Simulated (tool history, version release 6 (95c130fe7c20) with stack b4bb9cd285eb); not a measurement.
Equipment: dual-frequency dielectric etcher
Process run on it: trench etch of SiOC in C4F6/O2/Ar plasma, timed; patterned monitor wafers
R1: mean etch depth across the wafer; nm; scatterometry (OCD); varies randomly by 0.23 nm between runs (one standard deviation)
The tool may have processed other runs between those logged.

{"run": 1, "hour": 0.0, "source power (kW)": 0.31, "bias power (kW)": 0.2, "etch time (s)": 23.5, "R1": 47.015}
{"run": 2, "hour": 3.5, "source power (kW)": 0.31, "bias power (kW)": 0.2, "etch time (s)": 24.5, "R1": 49.093}
{"run": 3, "hour": 4.5, "source power (kW)": 0.33, "bias power (kW)": 0.202, "etch time (s)": 24.5, "R1": 51.148}
{"run": 4, "hour": 13.0, "source power (kW)": 0.34, "bias power (kW)": 0.203, "etch time (s)": 24.5, "R1": 52.145}
{"run": 5, "hour": 20.1, "source power (kW)": 0.34, "bias power (kW)": 0.203, "etch time (s)": 23.5, "R1": 49.953}
{"run": 6, "hour": 23.8, "source power (kW)": 0.29, "bias power (kW)": 0.203, "etch time (s)": 23.5, "R1": 45.679}
{"run": 7, "hour": 28.4, "source power (kW)": 0.31, "bias power (kW)": 0.205, "etch time (s)": 23.5, "R1": 47.662}

Predict the results of run 8:
{"run": 8, "hour": 30.5, "source power (kW)": 0.33, "bias power (kW)": 0.206, "etch time (s)": 23.5, "R1": "?"}

Run 8 came out at R1 49.075 nm.
